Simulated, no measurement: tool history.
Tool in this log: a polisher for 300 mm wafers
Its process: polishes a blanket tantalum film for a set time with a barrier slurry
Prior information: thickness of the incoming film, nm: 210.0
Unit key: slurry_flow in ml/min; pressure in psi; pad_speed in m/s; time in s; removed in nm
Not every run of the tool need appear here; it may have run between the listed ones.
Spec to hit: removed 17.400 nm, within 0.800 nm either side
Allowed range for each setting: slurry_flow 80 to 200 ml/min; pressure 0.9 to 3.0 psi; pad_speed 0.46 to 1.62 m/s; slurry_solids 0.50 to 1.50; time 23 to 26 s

{"run": 1, "hour": 0.0, "slurry_flow": 130, "pressure": 1.9, "pad_speed": 1.04, "slurry_solids": 1.0, "time": 26, "removed": 37.651}
{"run": 2, "hour": 7.0, "slurry_flow": 130, "pressure": 1.8, "pad_speed": 1.02, "slurry_solids": 1.0, "time": 26, "removed": 34.857}
{"run": 3, "hour": 12.2, "slurry_flow": 130, "pressure": 1.7, "pad_speed": 1.0, "slurry_solids": 1.0, "time": 26, "removed": 32.572}
{"run": 4, "hour": 18.9, "slurry_flow": 130, "pressure": 1.7, "pad_speed": 1.0, "slurry_solids": 1.0, "time": 26, "removed": 32.173}
{"run": 5, "hour": 23.0, "slurry_flow": 150, "pressure": 1.7, "pad_speed": 1.0, "slurry_solids": 1.0, "time": 26, "removed": 34.624}
{"run": 6, "hour": 30.4, "slurry_flow": 125, "pressure": 1.7, "pad_speed": 1.0, "slurry_solids": 1.0, "time": 26, "removed": 32.057}
{"run": 7, "hour": 37.0, "slurry_flow": 120, "pressure": 1.6, "pad_speed": 0.98, "slurry_solids": 1.0, "time": 26, "removed": 29.449}
{"run": 8, "hour": 43.3, "slurry_flow": 120, "pressure": 1.5, "pad_speed": 0.96, "slurry_solids": 1.0, "time": 26, "removed": 27.931}
{"run": 9, "hour": 47.8, "slurry_flow": 120, "pressure": 1.4, "pad_speed": 0.94, "slurry_solids": 1.0, "time": 26, "removed": 24.952}
{"run": 10, "hour": 48.7, "slurry_flow": 120, "pressure": 1.3, "pad_speed": 0.94, "slurry_solids": 1.0, "time": 26, "removed": 23.167}
{"run": 11, "hour": 56.7, "slurry_flow": 110, "pressure": 1.1, "pad_speed": 0.94, "slurry_solids": 1.0, "time": 26, "removed": 19.867}

Below are 4 possible settings for the next run. Only one of them brings all results inside the allowed miss of their targets. Which is it?
{"run": "A", "hour": 64.7, "slurry_flow": 115, "pressure": 1.0, "pad_speed": 0.9, "slurry_solids": 1.1, "time": 25, "removed": "?"}
{"run": "B", "hour": 64.7, "slurry_flow": 120, "pressure": 1.0, "pad_speed": 1.0, "slurry_solids": 1.0, "time": 26, "removed": "?"}
{"run": "C", "hour": 64.7, "slurry_flow": 130, "pressure": 1.2, "pad_speed": 0.78, "slurry_solids": 0.95, "time": 23, "removed": "?"}
{"run": "D", "hour": 64.7, "slurry_flow": 110, "pressure": 1.3, "pad_speed": 0.84, "slurry_solids": 0.85, "time": 26, "removed": "?"}

move=A removed=17.219
move=B removed=19.447
move=C removed=16.078
move=D removed=19.669
A: meets every target
B: gains on the last run, yet a result remains outside its allowed miss
C: the result that was furthest off in the last run now lies on the other side of its target
D: gains on the last run, yet a result remains outside its allowed miss
Correct choice: A, which meets every target
